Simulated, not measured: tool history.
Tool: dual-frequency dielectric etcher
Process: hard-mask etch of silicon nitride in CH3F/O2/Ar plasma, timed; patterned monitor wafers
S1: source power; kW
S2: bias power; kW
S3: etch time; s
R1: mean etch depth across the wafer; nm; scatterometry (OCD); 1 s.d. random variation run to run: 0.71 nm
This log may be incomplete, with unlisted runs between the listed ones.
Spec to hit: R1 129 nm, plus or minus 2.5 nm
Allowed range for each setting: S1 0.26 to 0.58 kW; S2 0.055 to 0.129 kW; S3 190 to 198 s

{"run": 1, "day": 0.0, "S1": 0.42, "S2": 0.092, "S3": 190, "R1": 154.49}
{"run": 2, "day": 0.154, "S1": 0.47, "S2": 0.092, "S3": 190, "R1": 164.14}
{"run": 3, "day": 0.275, "S1": 0.43, "S2": 0.09, "S3": 190, "R1": 155.62}
{"run": 4, "day": 0.5, "S1": 0.43, "S2": 0.09, "S3": 190, "R1": 155.75}
{"run": 5, "day": 0.8, "S1": 0.39, "S2": 0.09, "S3": 190, "R1": 148.37}
{"run": 6, "day": 0.979, "S1": 0.36, "S2": 0.089, "S3": 190, "R1": 143.92}
{"run": 7, "day": 1.125, "S1": 0.28, "S2": 0.079, "S3": 190, "R1": 118.8}
{"run": 8, "day": 1.312, "S1": 0.29, "S2": 0.079, "S3": 190, "R1": 120.79}
{"run": 9, "day": 1.538, "S1": 0.3, "S2": 0.079, "S3": 190, "R1": 122.85}
{"run": 10, "day": 1.754, "S1": 0.31, "S2": 0.079, "S3": 190, "R1": 125.24}

Below are 4 possible settings for the next run. Only one of them brings all results inside the allowed miss of their targets. Which is it?
{"run": "A", "day": 1.971, "S1": 0.35, "S2": 0.071, "S3": 192, "R1": "?"}
{"run": "B", "day": 1.971, "S1": 0.33, "S2": 0.082, "S3": 195, "R1": "?"}
{"run": "C", "day": 1.971, "S1": 0.3, "S2": 0.08, "S3": 192, "R1": "?"}
{"run": "D", "day": 1.971, "S1": 0.3, "S2": 0.08, "S3": 192.5, "R1": "?"}

move=A R1=128.83
move=B R1=134.24
move=C R1=124.4
move=D R1=124.72
A: hits every target within its allowed miss
B: carries the result that was furthest off beyond its target, to the other side
C: the biggest miss grows against the last run
D: the biggest miss grows against the last run
The move that meets every target is A.

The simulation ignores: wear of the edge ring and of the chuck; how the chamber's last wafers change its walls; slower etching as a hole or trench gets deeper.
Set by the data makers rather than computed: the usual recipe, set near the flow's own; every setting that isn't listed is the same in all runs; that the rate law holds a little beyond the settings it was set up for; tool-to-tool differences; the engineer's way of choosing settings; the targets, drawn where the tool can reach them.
